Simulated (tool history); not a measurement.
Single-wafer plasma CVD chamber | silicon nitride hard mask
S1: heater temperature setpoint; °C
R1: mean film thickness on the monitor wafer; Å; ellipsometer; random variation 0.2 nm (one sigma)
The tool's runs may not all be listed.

run 1 hour=0 | S1=400 chamber_pressure_(Pa)=275 RF_power_(kW)=0.39 deposition_time_(s)=28.5 | R1=403.51
run 2 hour=5.5 | S1=393 chamber_pressure_(Pa)=275 RF_power_(kW)=0.39 deposition_time_(s)=28.5 | R1=407.48
run 3 hour=12.1 | S1=393 chamber_pressure_(Pa)=275 RF_power_(kW)=0.39 deposition_time_(s)=28.5 | R1=411.61
run 4 hour=19.3 | S1=386 chamber_pressure_(Pa)=275 RF_power_(kW)=0.39 deposition_time_(s)=28.5 | R1=408.05
run 5 hour=21.9 | S1=386 chamber_pressure_(Pa)=265 RF_power_(kW)=0.385 deposition_time_(s)=28.5 | R1=406.61
run 6 hour=26.2 | S1=386 chamber_pressure_(Pa)=259 RF_power_(kW)=0.375 deposition_time_(s)=28.4 | R1=398.15

The next listed run, before its measurement:
run 7 hour=29.2 | S1=386 chamber_pressure_(Pa)=253 RF_power_(kW)=0.365 deposition_time_(s)=28.3 | R1=?

Run 7 gave R1 388.23 Å.
